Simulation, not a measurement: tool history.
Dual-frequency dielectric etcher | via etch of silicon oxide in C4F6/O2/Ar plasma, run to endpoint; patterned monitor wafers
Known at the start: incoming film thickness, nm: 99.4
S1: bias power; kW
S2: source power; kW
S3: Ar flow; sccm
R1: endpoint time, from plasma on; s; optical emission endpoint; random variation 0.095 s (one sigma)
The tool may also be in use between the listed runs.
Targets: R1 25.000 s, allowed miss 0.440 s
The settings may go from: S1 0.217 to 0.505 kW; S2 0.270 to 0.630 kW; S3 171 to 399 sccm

{"run": 1, "hour": 0.0, "S1": 0.361, "S2": 0.45, "S3": 285, "R1": 21.402}
{"run": 2, "hour": 6.8, "S1": 0.333, "S2": 0.44, "S3": 286, "R1": 22.194}
{"run": 3, "hour": 9.5, "S1": 0.31, "S2": 0.43, "S3": 287, "R1": 23.178}
{"run": 4, "hour": 13.6, "S1": 0.31, "S2": 0.43, "S3": 242, "R1": 22.604}
{"run": 5, "hour": 19.8, "S1": 0.292, "S2": 0.43, "S3": 242, "R1": 22.899}
{"run": 6, "hour": 22.8, "S1": 0.292, "S2": 0.43, "S3": 282, "R1": 23.633}
{"run": 7, "hour": 27.4, "S1": 0.283, "S2": 0.43, "S3": 282, "R1": 24.001}
{"run": 8, "hour": 30.2, "S1": 0.277, "S2": 0.43, "S3": 282, "R1": 23.996}
{"run": 9, "hour": 36.9, "S1": 0.27, "S2": 0.43, "S3": 282, "R1": 24.329}
{"run": 10, "hour": 40.2, "S1": 0.266, "S2": 0.43, "S3": 282, "R1": 24.342}

Which of these 4 next moves meets every target?
{"run": "A", "hour": 43.5, "S1": 0.231, "S2": 0.45, "S3": 224, "R1": "?"}
{"run": "B", "hour": 43.5, "S1": 0.228, "S2": 0.4, "S3": 244, "R1": "?"}
{"run": "C", "hour": 43.5, "S1": 0.225, "S2": 0.41, "S3": 204, "R1": "?"}
{"run": "D", "hour": 43.5, "S1": 0.217, "S2": 0.42, "S3": 270, "R1": "?"}

move=A R1=23.817
move=B R1=26.251
move=C R1=24.968
move=D R1=26.352
A: further off than the last run
B: takes the result that was furthest off past its target
C: meets every target
D: takes the result that was furthest off past its target
The right move is C.
